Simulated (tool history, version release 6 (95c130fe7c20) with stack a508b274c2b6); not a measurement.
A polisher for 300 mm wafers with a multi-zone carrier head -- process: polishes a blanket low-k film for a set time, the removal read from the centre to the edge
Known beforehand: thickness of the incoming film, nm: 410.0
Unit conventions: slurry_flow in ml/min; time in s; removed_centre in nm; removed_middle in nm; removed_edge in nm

Run 1, hour 0: slurry_flow 310 ml/min, centre_zone 1, middle_zone 1, edge_zone 1, slurry_solids 1, time 37 s. Result: removed_centre 14.775 nm, removed_middle 14.574 nm, removed_edge 14.545 nm.
Run 2, hour 1.1: slurry_flow 310 ml/min, centre_zone 0.99, middle_zone 1.01, edge_zone 1.02, slurry_solids 1.1, time 38 s. Result: removed_centre 15.987 nm, removed_middle 15.962 nm, removed_edge 15.746 nm.
Run 3, hour 5.7: slurry_flow 310 ml/min, centre_zone 0.97, middle_zone 1.01, edge_zone 1.04, slurry_solids 1.15, time 38 s. Result: removed_centre 15.588 nm, removed_middle 16.602 nm, removed_edge 16.22 nm.
Run 4, hour 12.6: slurry_flow 310 ml/min, centre_zone 0.97, middle_zone 1.01, edge_zone 1.04, slurry_solids 1.15, time 44 s. Result: removed_centre 18.32 nm, removed_middle 19.057 nm, removed_edge 18.773 nm.
Run 5, hour 18.4: slurry_flow 310 ml/min, centre_zone 0.97, middle_zone 1.01, edge_zone 1.08, slurry_solids 1.15, time 44 s. Result: removed_centre 18.09 nm, removed_middle 19.034 nm, removed_edge 19.2 nm.
Run 6, hour 19.9: slurry_flow 315 ml/min, centre_zone 0.97, middle_zone 1.02, edge_zone 1.1, slurry_solids 1.15, time 44 s. Result: removed_centre 18.206 nm, removed_middle 19.363 nm, removed_edge 19.122 nm.
Run 7, hour 24: slurry_flow 315 ml/min, centre_zone 0.96, middle_zone 1.02, edge_zone 1.11, slurry_solids 1.2, time 44 s. Result: removed_centre 18.321 nm, removed_middle 19.717 nm, removed_edge 19.401 nm.
Run 8, hour 30.5: slurry_flow 310 ml/min, centre_zone 0.95, middle_zone 1.02, edge_zone 1.12, slurry_solids 1.25, time 44 s. Result: removed_centre 18.863 nm, removed_middle 19.948 nm, removed_edge 20.108 nm.
At hour 33.2: worn pad replaced by a new one.
Run 9, hour 33.2: slurry_flow 330 ml/min, centre_zone 0.91, middle_zone 1.09, edge_zone 1.18, slurry_solids 1.3, time 44 s. Result: removed_centre 20.754 nm, removed_middle 24.488 nm, removed_edge 24.445 nm.

What will run 10 give?
Run 10, hour 34.9: slurry_flow 315 ml/min, centre_zone 0.91, middle_zone 1.08, edge_zone 1.17, slurry_solids 1.3, time 44 s. Result: removed_centre ?, removed_middle ?, removed_edge ?.

removed_centre: 20.651 nm
removed_middle: 24.251 nm
removed_edge: 23.519 nm

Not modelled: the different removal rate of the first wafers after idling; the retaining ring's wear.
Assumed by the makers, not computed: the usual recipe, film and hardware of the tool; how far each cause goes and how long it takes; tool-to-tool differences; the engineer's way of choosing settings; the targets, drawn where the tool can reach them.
